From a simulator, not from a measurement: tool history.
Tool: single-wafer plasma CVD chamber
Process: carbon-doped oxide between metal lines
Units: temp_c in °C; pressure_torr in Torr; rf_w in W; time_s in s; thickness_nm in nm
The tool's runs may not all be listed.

run 1 hour=0.0 | temp_c=340 pressure_torr=6.81 rf_w=445 time_s=14.7 | thickness_nm=73.685
run 2 hour=6.1 | temp_c=341 pressure_torr=6.73 rf_w=420 time_s=14.6 | thickness_nm=69.447
run 3 hour=11.0 | temp_c=337 pressure_torr=6.73 rf_w=420 time_s=14.6 | thickness_nm=70.802
run 4 hour=13.9 | temp_c=340 pressure_torr=6.60 rf_w=410 time_s=14.6 | thickness_nm=68.269
run 5 hour=22.5 | temp_c=340 pressure_torr=6.60 rf_w=385 time_s=14.6 | thickness_nm=65.050
run 6 hour=26.9 | temp_c=340 pressure_torr=6.60 rf_w=435 time_s=14.6 | thickness_nm=71.693
run 7 hour=28.7 | temp_c=343 pressure_torr=6.48 rf_w=420 time_s=14.6 | thickness_nm=69.015

Forecast run 8:
run 8 hour=35.5 | temp_c=344 pressure_torr=6.43 rf_w=410 time_s=14.6 | thickness_nm=?

{"run 8": {"thickness_nm": 67.884}}

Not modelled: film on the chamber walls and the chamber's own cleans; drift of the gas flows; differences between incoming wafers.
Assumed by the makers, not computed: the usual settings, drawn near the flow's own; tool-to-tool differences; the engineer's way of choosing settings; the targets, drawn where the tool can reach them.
